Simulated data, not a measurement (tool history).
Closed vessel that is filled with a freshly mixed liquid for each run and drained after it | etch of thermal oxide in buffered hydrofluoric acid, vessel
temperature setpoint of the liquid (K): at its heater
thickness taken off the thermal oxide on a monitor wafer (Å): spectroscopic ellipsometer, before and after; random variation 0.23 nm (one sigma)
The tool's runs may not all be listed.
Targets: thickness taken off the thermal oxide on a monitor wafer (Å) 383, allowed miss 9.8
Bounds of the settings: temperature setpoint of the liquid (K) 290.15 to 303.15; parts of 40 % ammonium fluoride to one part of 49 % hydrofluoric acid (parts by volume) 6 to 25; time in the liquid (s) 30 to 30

run  hour  temperature setpoint of the liquid (K)  parts of 40 % ammonium fluoride to one part of 49 % hydrofluoric acid (parts by volume)  time in the liquid (s)  thickness taken off the thermal oxide on a monitor wafer (Å)
  1     0                                  295.15                                                                                     15.5                      30                                                         228.6
  2   4.9                                  295.15                                                                                     15.5                      30                                                        227.55
  3   6.5                                  295.15                                                                                     15.5                      30                                                        225.98
  4  14.4                                  296.65                                                                                       15                      30                                                        254.88
  5  17.2                                  297.65                                                                                       15                      30                                                        268.87
  6  25.2                                  296.15                                                                                       15                      30                                                        249.59
  7  33.1                                  297.15                                                                                       15                      30                                                        261.67
  8  41.8                                  298.15                                                                                       15                      30                                                         276.5
  9  45.3                                  299.15                                                                                       15                      30                                                        295.78
 10  47.7                                  299.65                                                                                       15                      30                                                        299.55
 11  54.2                                  300.15                                                                                       15                      30                                                        306.56

Which of these 5 next moves meets every target?
  A  60.7                                  299.65                                                                                     13.5                      30                                                             ?
  B  60.7                                  298.65                                                                                       15                      30                                                             ?
  C  60.7                                  300.15                                                                                       12                      30                                                             ?
  D  60.7                                  299.15                                                                                       16                      30                                                             ?
  E  60.7                                  300.15                                                                                       11                      30                                                             ?

move  thickness taken off the thermal oxide on a monitor wafer (Å)
   A                                                        334.02
   B                                                        285.42
   C                                                        384.99
   D                                                        275.22
   E                                                        419.09
A: nearer than the last run, and not there yet
B: further off than the last run
C: meets every target
D: further off than the last run
E: takes the result that was furthest off past its target
Answer: C
